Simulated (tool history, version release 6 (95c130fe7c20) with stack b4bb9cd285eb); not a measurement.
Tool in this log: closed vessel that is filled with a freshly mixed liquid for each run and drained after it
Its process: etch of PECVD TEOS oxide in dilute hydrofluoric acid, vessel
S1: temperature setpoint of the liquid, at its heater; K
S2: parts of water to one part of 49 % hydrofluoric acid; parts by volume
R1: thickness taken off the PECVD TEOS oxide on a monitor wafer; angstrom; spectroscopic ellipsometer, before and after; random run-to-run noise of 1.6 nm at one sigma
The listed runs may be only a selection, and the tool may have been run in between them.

run 1 hour=0 | S1=298.15 S2=275 time_in_the_liquid_(s)=1640 | R1=791.08
run 2 hour=8.3 | S1=296.65 S2=275 time_in_the_liquid_(s)=1640 | R1=774.81
run 3 hour=14.6 | S1=296.65 S2=370 time_in_the_liquid_(s)=1640 | R1=524.82
run 4 hour=18.4 | S1=293.65 S2=370 time_in_the_liquid_(s)=1640 | R1=466.05
run 5 hour=21.4 | S1=297.15 S2=300 time_in_the_liquid_(s)=1645 | R1=717.66
run 6 hour=24.1 | S1=297.15 S2=235 time_in_the_liquid_(s)=1645 | R1=947.98
run 7 hour=29.9 | S1=299.15 S2=205 time_in_the_liquid_(s)=1645 | R1=1201.5
run 8 hour=32.1 | S1=301.15 S2=195 time_in_the_liquid_(s)=1645 | R1=1385.9

For run 9, what comes out?
run 9 hour=35.3 | S1=302.65 S2=195 time_in_the_liquid_(s)=1645 | R1=?

Run 9 came out at R1 1458.6 angstrom.
